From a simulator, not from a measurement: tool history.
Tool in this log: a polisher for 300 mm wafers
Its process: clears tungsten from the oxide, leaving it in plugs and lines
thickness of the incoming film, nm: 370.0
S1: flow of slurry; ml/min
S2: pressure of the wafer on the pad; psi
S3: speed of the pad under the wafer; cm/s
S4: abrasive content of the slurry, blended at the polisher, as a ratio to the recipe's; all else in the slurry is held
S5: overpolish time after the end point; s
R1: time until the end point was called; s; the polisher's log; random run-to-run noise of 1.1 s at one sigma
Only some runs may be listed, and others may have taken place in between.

{"run": 1, "hour": 0.0, "S1": 315, "S2": 4.5, "S3": 134, "S4": 1, "S5": 5, "R1": 57.127}
{"run": 2, "hour": 0.7, "S1": 315, "S2": 4.2, "S3": 134, "S4": 1, "S5": 5, "R1": 60.689}
{"run": 3, "hour": 1.5, "S1": 280, "S2": 4.2, "S3": 134, "S4": 1, "S5": 5, "R1": 61.322}
{"run": 4, "hour": 2.4, "S1": 280, "S2": 3.9, "S3": 134, "S4": 1, "S5": 5, "R1": 64.697}
{"run": 5, "hour": 7.6, "S1": 280, "S2": 3.7, "S3": 134, "S4": 1, "S5": 5, "R1": 66.45}
{"run": 6, "hour": 14.7, "S1": 280, "S2": 3.5, "S3": 134, "S4": 1, "S5": 5, "R1": 69.005}
{"run": 7, "hour": 15.2, "S1": 280, "S2": 3.3, "S3": 134, "S4": 1, "S5": 5, "R1": 68.608}

What will run 8 give?
{"run": 8, "hour": 24.1, "S1": 280, "S2": 3.1, "S3": 134, "S4": 1, "S5": 5, "R1": "?"}

R1: 72.914 s

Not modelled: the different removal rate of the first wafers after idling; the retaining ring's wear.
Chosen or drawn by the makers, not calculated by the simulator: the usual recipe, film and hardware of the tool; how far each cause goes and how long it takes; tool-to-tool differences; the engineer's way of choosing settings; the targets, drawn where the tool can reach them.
